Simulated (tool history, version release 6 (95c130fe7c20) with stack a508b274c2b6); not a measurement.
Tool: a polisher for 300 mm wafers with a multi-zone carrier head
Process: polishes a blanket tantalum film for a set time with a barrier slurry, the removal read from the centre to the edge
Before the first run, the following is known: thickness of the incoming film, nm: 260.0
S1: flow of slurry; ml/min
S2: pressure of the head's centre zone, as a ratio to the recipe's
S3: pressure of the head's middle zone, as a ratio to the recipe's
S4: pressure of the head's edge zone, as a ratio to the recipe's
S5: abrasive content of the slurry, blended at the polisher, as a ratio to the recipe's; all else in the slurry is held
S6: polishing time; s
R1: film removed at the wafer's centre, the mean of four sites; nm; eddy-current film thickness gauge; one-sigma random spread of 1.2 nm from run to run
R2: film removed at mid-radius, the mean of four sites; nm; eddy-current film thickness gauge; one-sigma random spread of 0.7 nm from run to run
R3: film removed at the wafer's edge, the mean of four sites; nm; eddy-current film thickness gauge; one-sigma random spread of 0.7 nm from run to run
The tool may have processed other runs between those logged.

{"run": 1, "day": 0.0, "S1": 315, "S2": 1, "S3": 1, "S4": 1, "S5": 1, "S6": 64, "R1": 91.082, "R2": 87.922, "R3": 87.463}
{"run": 2, "day": 0.275, "S1": 315, "S2": 1, "S3": 1, "S4": 0.94, "S5": 1, "S6": 64, "R1": 89.793, "R2": 87.099, "R3": 86.012}
{"run": 3, "day": 0.412, "S1": 310, "S2": 0.97, "S3": 0.97, "S4": 0.97, "S5": 1.05, "S6": 64, "R1": 88.436, "R2": 86.372, "R3": 87.945}
{"run": 4, "day": 0.771, "S1": 310, "S2": 0.95, "S3": 0.95, "S4": 1, "S5": 1.1, "S6": 64, "R1": 85.378, "R2": 87.412, "R3": 90.043}
{"run": 5, "day": 0.817, "S1": 310, "S2": 0.95, "S3": 0.95, "S4": 0.96, "S5": 1.1, "S6": 64, "R1": 87.477, "R2": 87.486, "R3": 89.46}
{"run": 6, "day": 0.883, "S1": 310, "S2": 0.95, "S3": 0.91, "S4": 0.96, "S5": 1.1, "S6": 64, "R1": 88.233, "R2": 83.515, "R3": 89.634}
{"run": 7, "day": 1.05, "S1": 310, "S2": 0.94, "S3": 0.9, "S4": 0.98, "S5": 1.1, "S6": 64, "R1": 84.942, "R2": 83.778, "R3": 89.747}
{"run": 8, "day": 1.354, "S1": 310, "S2": 0.94, "S3": 0.88, "S4": 1, "S5": 1.1, "S6": 64, "R1": 85.367, "R2": 80.907, "R3": 91.268}

What does the tool deliver on the next run?
{"run": 9, "day": 1.383, "S1": 315, "S2": 0.94, "S3": 0.88, "S4": 1.02, "S5": 1.1, "S6": 64, "R1": "?", "R2": "?", "R3": "?"}

R1: 88.784 nm
R2: 80.256 nm
R3: 92.368 nm
